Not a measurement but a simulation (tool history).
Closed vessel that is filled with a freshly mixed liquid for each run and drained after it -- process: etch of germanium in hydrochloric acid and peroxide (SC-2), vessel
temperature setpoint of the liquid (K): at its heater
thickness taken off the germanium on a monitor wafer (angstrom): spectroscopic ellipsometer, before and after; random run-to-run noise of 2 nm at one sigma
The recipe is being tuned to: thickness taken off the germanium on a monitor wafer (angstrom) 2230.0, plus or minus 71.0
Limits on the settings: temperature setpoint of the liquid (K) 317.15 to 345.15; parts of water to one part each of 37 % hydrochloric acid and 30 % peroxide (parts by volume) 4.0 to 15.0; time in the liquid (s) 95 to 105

| run | hour | temperature setpoint of the liquid (K) | parts of water to one part each of 37 % hydrochloric acid and 30 % peroxide (parts by volume) | time in the liquid (s) | thickness taken off the germanium on a monitor wafer (angstrom) |
|---|---|---|---|---|---|
| 1 | 0.0 | 333.15 | 8.5 | 95 | 2856.9 |
| 2 | 0.9 | 332.15 | 8.5 | 95 | 2793.3 |
| 3 | 9.1 | 332.15 | 8.5 | 105 | 3062.0 |
| 4 | 14.8 | 332.15 | 10.0 | 105 | 3078.1 |
| 5 | 20.4 | 330.65 | 10.0 | 105 | 2903.6 |
| 6 | 23.5 | 330.65 | 10.0 | 95 | 2616.1 |
| 7 | 31.8 | 330.15 | 10.0 | 95 | 2607.5 |
| 8 | 32.5 | 329.15 | 10.0 | 95 | 2530.6 |
| 9 | 40.4 | 328.65 | 10.0 | 95 | 2469.5 |

Below are 4 possible settings for the next run. Only one of them brings all results inside the allowed miss of their targets. Which is it?
| A | 48.3 | 324.15 | 11.0 | 100 | ? |
| B | 48.3 | 327.65 | 10.0 | 95 | ? |
| C | 48.3 | 329.65 | 6.5 | 105 | ? |
| D | 48.3 | 329.65 | 9.5 | 105 | ? |

| move | thickness taken off the germanium on a monitor wafer (angstrom) |
|---|---|
| A | 2260.5 |
| B | 2414.0 |
| C | 2916.9 |
| D | 2848.2 |
A: every result within its allowed miss
B: closer than the last run, but not yet in spec
C: lands further from the targets than the last run did
D: lands further from the targets than the last run did
A meets every target.

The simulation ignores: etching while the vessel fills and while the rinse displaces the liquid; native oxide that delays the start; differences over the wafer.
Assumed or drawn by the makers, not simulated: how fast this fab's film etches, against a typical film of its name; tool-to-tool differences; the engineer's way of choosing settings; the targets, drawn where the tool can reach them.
